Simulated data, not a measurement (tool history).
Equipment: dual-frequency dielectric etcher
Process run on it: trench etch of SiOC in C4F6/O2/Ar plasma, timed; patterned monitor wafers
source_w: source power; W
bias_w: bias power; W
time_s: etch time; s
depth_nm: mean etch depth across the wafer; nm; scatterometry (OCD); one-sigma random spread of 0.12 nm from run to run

run,hour,source_w,bias_w,time_s,depth_nm
1,0.0,410,207,17,39.055
2,8.4,410,191,17,38.124
3,13.7,410,191,18,40.634
4,22.7,440,191,18,41.692
5,27.7,490,191,18,42.762
6,36.7,440,175,18,40.843
7,42.7,400,162,18,38.784
8,47.0,370,155,18,37.603

Predict the results of run 9:
9,51.3,290,142,18,?

depth_nm: 34.668 nm
